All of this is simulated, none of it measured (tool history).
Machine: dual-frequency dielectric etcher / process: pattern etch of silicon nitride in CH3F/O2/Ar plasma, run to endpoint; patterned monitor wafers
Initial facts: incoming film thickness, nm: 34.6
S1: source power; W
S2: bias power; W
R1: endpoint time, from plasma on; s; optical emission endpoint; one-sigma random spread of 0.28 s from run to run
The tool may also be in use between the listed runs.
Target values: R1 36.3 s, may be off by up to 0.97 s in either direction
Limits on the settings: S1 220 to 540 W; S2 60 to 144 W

run,hour,S1,S2,R1
1,0,380,102,43.181
2,2.8,400,104,42.294
3,9.6,420,107,40.766
4,10.7,430,108,40.247
5,19.4,430,124,39.24
6,19.9,430,113,40.651
7,21,450,116,39.264
8,26.8,450,116,39.254

Pick the move, out of 5, that brings all results within their allowed miss; only one does.
A,32.6,360,110,?
B,32.6,440,112,?
C,32.6,530,120,?
D,32.6,400,106,?
E,32.6,420,97,?

move,R1
A,43.235
B,39.704
C,36.14
D,41.92
E,42.196
A: its largest miss is bigger than the last run's
B: its largest miss is bigger than the last run's
C: each result inside its tolerance
D: its largest miss is bigger than the last run's
E: its largest miss is bigger than the last run's
Correct choice: C, which meets every target

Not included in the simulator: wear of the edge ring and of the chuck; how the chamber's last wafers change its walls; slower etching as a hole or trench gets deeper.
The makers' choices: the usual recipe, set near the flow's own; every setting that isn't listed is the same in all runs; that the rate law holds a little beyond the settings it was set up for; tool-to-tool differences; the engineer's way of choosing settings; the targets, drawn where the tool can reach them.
